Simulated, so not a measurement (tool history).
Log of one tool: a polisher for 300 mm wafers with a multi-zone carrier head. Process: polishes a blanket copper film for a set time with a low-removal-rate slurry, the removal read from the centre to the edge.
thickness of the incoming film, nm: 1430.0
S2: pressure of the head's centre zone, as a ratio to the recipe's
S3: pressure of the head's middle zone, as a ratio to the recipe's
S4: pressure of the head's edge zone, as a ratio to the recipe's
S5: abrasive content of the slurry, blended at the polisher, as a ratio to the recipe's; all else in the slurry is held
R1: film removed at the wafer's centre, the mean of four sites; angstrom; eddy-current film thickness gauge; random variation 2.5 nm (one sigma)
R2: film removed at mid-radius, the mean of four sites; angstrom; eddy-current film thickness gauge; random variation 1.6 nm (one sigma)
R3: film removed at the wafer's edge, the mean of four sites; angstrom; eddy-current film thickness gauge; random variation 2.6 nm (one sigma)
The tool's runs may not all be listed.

{"run": 1, "day": 0.0, "flow of slurry (ml/min)": 225, "S2": 1, "S3": 1, "S4": 1, "S5": 1, "polishing time (s)": 61, "R1": 1217.5, "R2": 1175.8, "R3": 1208.5}
{"run": 2, "day": 0.108, "flow of slurry (ml/min)": 245, "S2": 1, "S3": 1, "S4": 1, "S5": 1, "polishing time (s)": 61, "R1": 1242.3, "R2": 1202.1, "R3": 1225}
{"run": 3, "day": 0.329, "flow of slurry (ml/min)": 245, "S2": 1.01, "S3": 1, "S4": 1.01, "S5": 1.05, "polishing time (s)": 62, "R1": 1279.7, "R2": 1237.8, "R3": 1269.1}
{"run": 4, "day": 0.467, "flow of slurry (ml/min)": 245, "S2": 1.01, "S3": 1, "S4": 1.01, "S5": 0.95, "polishing time (s)": 62, "R1": 1223.9, "R2": 1208.4, "R3": 1239.6}
{"run": 5, "day": 0.812, "flow of slurry (ml/min)": 245, "S2": 1.01, "S3": 1, "S4": 1.01, "S5": 0.95, "polishing time (s)": 57, "R1": 1151.5, "R2": 1106, "R3": 1139.9}
{"run": 6, "day": 0.95, "flow of slurry (ml/min)": 245, "S2": 1.01, "S3": 1, "S4": 1.01, "S5": 1.1, "polishing time (s)": 57, "R1": 1173.1, "R2": 1170.2, "R3": 1157.7}
{"run": 7, "day": 1.321, "flow of slurry (ml/min)": 240, "S2": 1.02, "S3": 0.99, "S4": 1.02, "S5": 1.15, "polishing time (s)": 59, "R1": 1268.2, "R2": 1189.1, "R3": 1200.9}
{"run": 8, "day": 1.525, "flow of slurry (ml/min)": 240, "S2": 1.02, "S3": 0.98, "S4": 1.03, "S5": 1.2, "polishing time (s)": 61, "R1": 1292.4, "R2": 1240.9, "R3": 1309.5}

The next listed run, before its measurement:
{"run": 9, "day": 1.679, "flow of slurry (ml/min)": 240, "S2": 1.04, "S3": 0.98, "S4": 1.04, "S5": 1.25, "polishing time (s)": 62, "R1": "?", "R2": "?", "R3": "?"}

R1: 1396.4 angstrom
R2: 1279.5 angstrom
R3: 1305.9 angstrom
